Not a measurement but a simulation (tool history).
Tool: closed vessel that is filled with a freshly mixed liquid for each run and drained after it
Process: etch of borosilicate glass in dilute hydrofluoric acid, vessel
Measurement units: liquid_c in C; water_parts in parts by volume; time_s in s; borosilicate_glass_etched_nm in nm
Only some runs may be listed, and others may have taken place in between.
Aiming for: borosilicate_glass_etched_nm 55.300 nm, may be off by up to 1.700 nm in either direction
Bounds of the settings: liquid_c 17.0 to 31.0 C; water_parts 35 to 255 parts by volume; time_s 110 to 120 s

run 1 hour=0.0 | liquid_c=23.0 water_parts=145 time_s=110 | borosilicate_glass_etched_nm=22.292
run 2 hour=8.5 | liquid_c=23.0 water_parts=115 time_s=110 | borosilicate_glass_etched_nm=29.753
run 3 hour=15.5 | liquid_c=23.0 water_parts=115 time_s=110 | borosilicate_glass_etched_nm=29.495
run 4 hour=19.4 | liquid_c=26.0 water_parts=115 time_s=110 | borosilicate_glass_etched_nm=32.965
run 5 hour=22.2 | liquid_c=28.5 water_parts=115 time_s=110 | borosilicate_glass_etched_nm=36.474
run 6 hour=24.9 | liquid_c=28.5 water_parts=155 time_s=110 | borosilicate_glass_etched_nm=25.586
run 7 hour=28.3 | liquid_c=29.0 water_parts=135 time_s=110 | borosilicate_glass_etched_nm=30.632
run 8 hour=31.0 | liquid_c=29.5 water_parts=120 time_s=110 | borosilicate_glass_etched_nm=35.942
run 9 hour=39.0 | liquid_c=30.0 water_parts=110 time_s=110 | borosilicate_glass_etched_nm=40.491
run 10 hour=46.5 | liquid_c=31.0 water_parts=70 time_s=110 | borosilicate_glass_etched_nm=69.543
run 11 hour=49.1 | liquid_c=30.0 water_parts=70 time_s=110 | borosilicate_glass_etched_nm=66.822

4 next moves are on the table. One of them brings every result within its allowed miss. Which?
run A hour=51.7 | liquid_c=31.0 water_parts=95 time_s=115 | borosilicate_glass_etched_nm=?
run B hour=51.7 | liquid_c=30.5 water_parts=85 time_s=110 | borosilicate_glass_etched_nm=?
run C hour=51.7 | liquid_c=29.5 water_parts=90 time_s=110 | borosilicate_glass_etched_nm=?
run D hour=51.7 | liquid_c=30.5 water_parts=90 time_s=110 | borosilicate_glass_etched_nm=?

move=A borosilicate_glass_etched_nm=51.942
move=B borosilicate_glass_etched_nm=55.298
move=C borosilicate_glass_etched_nm=49.922
move=D borosilicate_glass_etched_nm=51.846
A: the result that was furthest off in the last run now lies on the other side of its target
B: every result within its allowed miss
C: the result that was furthest off in the last run now lies on the other side of its target
D: the result that was furthest off in the last run now lies on the other side of its target
The move that meets every target is B.

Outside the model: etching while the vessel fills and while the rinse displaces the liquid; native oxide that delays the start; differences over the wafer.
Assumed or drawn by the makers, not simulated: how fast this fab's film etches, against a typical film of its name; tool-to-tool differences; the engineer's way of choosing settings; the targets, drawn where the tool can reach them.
